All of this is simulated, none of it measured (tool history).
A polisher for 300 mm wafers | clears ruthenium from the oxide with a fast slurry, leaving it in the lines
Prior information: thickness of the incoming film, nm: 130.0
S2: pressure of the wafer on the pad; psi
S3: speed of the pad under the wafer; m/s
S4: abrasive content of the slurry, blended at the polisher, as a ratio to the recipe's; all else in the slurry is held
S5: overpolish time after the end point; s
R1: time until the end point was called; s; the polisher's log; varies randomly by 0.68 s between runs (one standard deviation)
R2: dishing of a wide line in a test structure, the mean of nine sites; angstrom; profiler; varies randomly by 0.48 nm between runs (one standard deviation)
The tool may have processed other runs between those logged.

run 1 hour=0 | flow_of_slurry_(ml/min)=275 S2=1.7 S3=1.06 S4=1 S5=16 | R1=48.777 R2=399.63
run 2 hour=3 | flow_of_slurry_(ml/min)=275 S2=1.7 S3=0.84 S4=1 S5=16 | R1=60.061 R2=338.02
run 3 hour=4.8 | flow_of_slurry_(ml/min)=270 S2=1.6 S3=0.84 S4=1 S5=18 | R1=63.687 R2=343.79
run 4 hour=8.4 | flow_of_slurry_(ml/min)=270 S2=1.9 S3=0.84 S4=1 S5=18 | R1=53.542 R2=410.09
run 5 hour=9.9 | flow_of_slurry_(ml/min)=270 S2=1.6 S3=0.84 S4=1 S5=18 | R1=63.292 R2=351.33
run 6 hour=14.8 | flow_of_slurry_(ml/min)=300 S2=1.6 S3=0.84 S4=1 S5=18 | R1=62.682 R2=352.94

Run 7 is up next; what results do you expect?
run 7 hour=20.1 | flow_of_slurry_(ml/min)=285 S2=1.1 S3=0.84 S4=1 S5=24 | R1=? R2=?

Run 7 gave R1 90.878 s, R2 327.22 angstrom.
